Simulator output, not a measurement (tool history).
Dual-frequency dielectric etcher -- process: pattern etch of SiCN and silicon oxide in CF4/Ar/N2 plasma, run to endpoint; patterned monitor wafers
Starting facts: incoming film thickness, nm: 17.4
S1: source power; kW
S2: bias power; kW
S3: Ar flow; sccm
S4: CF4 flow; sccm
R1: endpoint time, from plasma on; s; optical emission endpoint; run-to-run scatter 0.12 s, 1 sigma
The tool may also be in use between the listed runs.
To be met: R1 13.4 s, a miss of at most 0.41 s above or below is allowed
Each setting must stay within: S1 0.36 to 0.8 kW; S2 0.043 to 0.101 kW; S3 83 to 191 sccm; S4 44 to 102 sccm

{"run": 1, "hour": 0.0, "S1": 0.58, "S2": 0.072, "S3": 137, "S4": 73, "R1": 16.242}
{"run": 2, "hour": 5.5, "S1": 0.62, "S2": 0.073, "S3": 136, "S4": 73, "R1": 15.526}
{"run": 3, "hour": 6.1, "S1": 0.62, "S2": 0.064, "S3": 136, "S4": 73, "R1": 16.349}
{"run": 4, "hour": 11.6, "S1": 0.62, "S2": 0.058, "S3": 136, "S4": 73, "R1": 16.979}
{"run": 5, "hour": 17.2, "S1": 0.67, "S2": 0.059, "S3": 135, "S4": 73, "R1": 15.536}
{"run": 6, "hour": 19.4, "S1": 0.7, "S2": 0.06, "S3": 135, "S4": 73, "R1": 15.055}
{"run": 7, "hour": 27.3, "S1": 0.73, "S2": 0.061, "S3": 135, "S4": 73, "R1": 14.772}
{"run": 8, "hour": 31.1, "S1": 0.73, "S2": 0.061, "S3": 135, "S4": 73, "R1": 14.674}

Which of these 5 next moves meets every target?
{"run": "A", "hour": 34.9, "S1": 0.66, "S2": 0.056, "S3": 136, "S4": 76, "R1": "?"}
{"run": "B", "hour": 34.9, "S1": 0.74, "S2": 0.043, "S3": 136, "S4": 73, "R1": "?"}
{"run": "C", "hour": 34.9, "S1": 0.8, "S2": 0.067, "S3": 136, "S4": 98, "R1": "?"}
{"run": "D", "hour": 34.9, "S1": 0.8, "S2": 0.065, "S3": 144, "S4": 79, "R1": "?"}
{"run": "E", "hour": 34.9, "S1": 0.66, "S2": 0.056, "S3": 151, "S4": 68, "R1": "?"}

move=A R1=16.4
move=B R1=16.631
move=C R1=12.776
move=D R1=13.345
move=E R1=16.913
A: lands further from the targets than the last run did
B: lands further from the targets than the last run did
C: the result that was furthest off in the last run now lies on the other side of its target
D: all results in spec
E: lands further from the targets than the last run did
Move D is the one to make.
